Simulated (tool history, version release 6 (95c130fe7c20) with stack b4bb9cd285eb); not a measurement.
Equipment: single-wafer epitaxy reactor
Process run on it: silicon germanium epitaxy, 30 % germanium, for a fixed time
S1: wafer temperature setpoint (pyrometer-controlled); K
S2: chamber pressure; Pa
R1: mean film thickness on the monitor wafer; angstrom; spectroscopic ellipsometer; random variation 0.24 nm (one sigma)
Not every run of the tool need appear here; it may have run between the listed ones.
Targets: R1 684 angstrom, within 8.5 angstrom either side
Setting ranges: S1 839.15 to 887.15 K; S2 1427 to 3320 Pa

{"run": 1, "hour": 0.0, "S1": 863.15, "S2": 2373, "R1": 498.31}
{"run": 2, "hour": 8.7, "S1": 865.15, "S2": 2373, "R1": 517.69}
{"run": 3, "hour": 15.4, "S1": 867.15, "S2": 2373, "R1": 531.94}
{"run": 4, "hour": 22.7, "S1": 857.15, "S2": 2373, "R1": 447.89}
{"run": 5, "hour": 27.5, "S1": 860.15, "S2": 2373, "R1": 473.35}
{"run": 6, "hour": 32.4, "S1": 860.15, "S2": 1960, "R1": 436.31}
{"run": 7, "hour": 40.2, "S1": 860.15, "S2": 1960, "R1": 433.18}
{"run": 8, "hour": 46.5, "S1": 863.15, "S2": 1960, "R1": 457.49}
{"run": 9, "hour": 49.3, "S1": 866.15, "S2": 1960, "R1": 479.96}
{"run": 10, "hour": 54.1, "S1": 869.15, "S2": 1960, "R1": 502.52}
{"run": 11, "hour": 57.0, "S1": 871.15, "S2": 1973, "R1": 517.75}
{"run": 12, "hour": 62.2, "S1": 873.15, "S2": 1986, "R1": 541.4}
{"run": 13, "hour": 62.8, "S1": 875.15, "S2": 1986, "R1": 556.16}
{"run": 14, "hour": 63.5, "S1": 876.15, "S2": 2000, "R1": 570.92}
{"run": 15, "hour": 70.3, "S1": 877.15, "S2": 2000, "R1": 576.87}
{"run": 16, "hour": 77.9, "S1": 878.15, "S2": 2000, "R1": 589.91}

Which of these 5 next moves meets every target?
{"run": "A", "hour": 85.5, "S1": 882.15, "S2": 2240, "R1": "?"}
{"run": "B", "hour": 85.5, "S1": 887.15, "S2": 1920, "R1": "?"}
{"run": "C", "hour": 85.5, "S1": 886.15, "S2": 2120, "R1": "?"}
{"run": "D", "hour": 85.5, "S1": 885.15, "S2": 2093, "R1": "?"}
{"run": "E", "hour": 85.5, "S1": 876.15, "S2": 1560, "R1": "?"}

move=A R1=661.8
move=B R1=666.96
move=C R1=687.36
move=D R1=672.72
move=E R1=507.67
A: gains on the last run, yet a result remains outside its allowed miss
B: gains on the last run, yet a result remains outside its allowed miss
C: all results in spec
D: gains on the last run, yet a result remains outside its allowed miss
E: lands further from the targets than the last run did
So the answer is move C, the one that meets all the targets.

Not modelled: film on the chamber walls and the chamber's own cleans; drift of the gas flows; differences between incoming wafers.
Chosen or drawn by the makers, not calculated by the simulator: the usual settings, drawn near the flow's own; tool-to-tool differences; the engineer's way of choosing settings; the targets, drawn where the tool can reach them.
